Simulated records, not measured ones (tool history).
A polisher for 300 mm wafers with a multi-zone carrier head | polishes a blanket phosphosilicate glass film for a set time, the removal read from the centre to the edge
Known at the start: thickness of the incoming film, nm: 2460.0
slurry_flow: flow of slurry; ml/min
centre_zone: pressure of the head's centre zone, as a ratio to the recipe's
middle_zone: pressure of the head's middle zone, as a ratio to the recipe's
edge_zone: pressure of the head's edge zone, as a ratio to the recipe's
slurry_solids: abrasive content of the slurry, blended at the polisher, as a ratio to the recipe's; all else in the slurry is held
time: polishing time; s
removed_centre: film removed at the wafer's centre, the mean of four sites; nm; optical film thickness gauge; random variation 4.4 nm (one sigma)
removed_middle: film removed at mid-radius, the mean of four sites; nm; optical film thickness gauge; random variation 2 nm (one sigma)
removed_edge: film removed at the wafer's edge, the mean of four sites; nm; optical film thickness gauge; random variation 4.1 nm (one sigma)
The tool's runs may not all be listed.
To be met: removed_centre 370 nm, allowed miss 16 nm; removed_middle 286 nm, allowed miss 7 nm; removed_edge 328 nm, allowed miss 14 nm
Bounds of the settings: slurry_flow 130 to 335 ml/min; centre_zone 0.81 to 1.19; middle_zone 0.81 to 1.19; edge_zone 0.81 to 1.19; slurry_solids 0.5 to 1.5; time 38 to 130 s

| run | hour | slurry_flow | centre_zone | middle_zone | edge_zone | slurry_solids | time | removed_centre | removed_middle | removed_edge |
|---|---|---|---|---|---|---|---|---|---|---|
| 1 | 0 | 215 | 1 | 1 | 1 | 1 | 84 | 470.32 | 481.1 | 469.79 |
| 2 | 5.6 | 215 | 1 | 1 | 1 | 1 | 94 | 521.11 | 531.98 | 518.53 |
| 3 | 6.3 | 215 | 1.07 | 1 | 1 | 1 | 94 | 560.94 | 535.83 | 512.33 |
| 4 | 12.4 | 215 | 1.07 | 1 | 1 | 1 | 105 | 620.25 | 590.36 | 577.96 |
| 5 | 17.6 | 210 | 1.07 | 0.98 | 1 | 0.95 | 102 | 582.66 | 544.77 | 541.27 |
| 6 | 22.2 | 210 | 1.07 | 0.98 | 0.95 | 0.95 | 102 | 596.41 | 547.94 | 518.83 |
| 7 | 22.8 | 205 | 1.07 | 0.96 | 0.96 | 0.9 | 100 | 557.2 | 506.39 | 506.08 |
| 8 | 26.3 | 200 | 1.07 | 0.95 | 0.95 | 0.85 | 98 | 519.06 | 463.88 | 475.69 |
| 9 | 27.8 | 200 | 1.07 | 0.94 | 0.94 | 0.8 | 97 | 483.85 | 442.66 | 441.8 |
| 10 | 32.9 | 195 | 1.08 | 0.93 | 0.94 | 0.75 | 97 | 461.36 | 412.62 | 410.74 |
| 11 | 34.6 | 190 | 1.09 | 0.92 | 0.94 | 0.75 | 97 | 461.63 | 409.02 | 407.36 |
|  | 40 | slurry nozzle cleaned |
| 12 | 40 | 190 | 1.1 | 0.91 | 0.96 | 0.75 | 97 | 500.78 | 413.82 | 430.43 |
| 13 | 43.5 | 140 | 1.06 | 0.81 | 0.94 | 0.5 | 83 | 236.54 | 191.31 | 215.43 |
| 14 | 47.4 | 160 | 1.06 | 0.81 | 0.95 | 0.5 | 83 | 237.13 | 197.23 | 218.69 |
| 15 | 51 | 170 | 1.07 | 0.81 | 0.97 | 0.5 | 83 | 249.18 | 198.6 | 229.74 |
| 16 | 52.9 | 185 | 1.08 | 0.82 | 0.97 | 0.5 | 83 | 253.8 | 203.06 | 227.29 |
| 17 | 53.5 | 185 | 1.09 | 0.83 | 0.99 | 0.5 | 83 | 254.9 | 208.7 | 227.49 |
| 18 | 61.8 | 185 | 1.09 | 0.83 | 0.97 | 0.55 | 83 | 295.97 | 237.4 | 258.16 |
| 19 | 63.5 | 185 | 1.09 | 0.83 | 0.97 | 0.55 | 83 | 301.68 | 238.14 | 266.08 |
| 20 | 72.3 | 195 | 1.09 | 0.83 | 0.97 | 0.55 | 83 | 301.94 | 239.13 | 265.08 |
| 21 | 79 | 195 | 1.09 | 0.83 | 0.97 | 0.55 | 83 | 298.32 | 237.71 | 263.3 |

5 next moves are on the table. One of them brings every result within its allowed miss. Which?
| A | 85.7 | 250 | 0.94 | 0.85 | 0.98 | 0.5 | 116 | ? | ? | ? |
| B | 85.7 | 130 | 1.04 | 0.81 | 0.93 | 0.65 | 58 | ? | ? | ? |
| C | 85.7 | 215 | 1.15 | 0.97 | 0.85 | 0.55 | 97 | ? | ? | ? |
| D | 85.7 | 155 | 1.12 | 0.89 | 0.96 | 0.5 | 73 | ? | ? | ? |
| E | 85.7 | 245 | 1.1 | 0.82 | 1.03 | 0.7 | 73 | ? | ? | ? |

| move | removed_centre | removed_middle | removed_edge |
|---|---|---|---|
| A | 331.85 | 309.47 | 334.97 |
| B | 224.75 | 184.83 | 210.12 |
| C | 382.62 | 325.2 | 296.63 |
| D | 227.93 | 186.65 | 196.74 |
| E | 369.37 | 285.36 | 326.48 |
A: takes the result that was furthest off past its target
B: further off than the last run
C: takes the result that was furthest off past its target
D: further off than the last run
E: meets every target
Answer: E
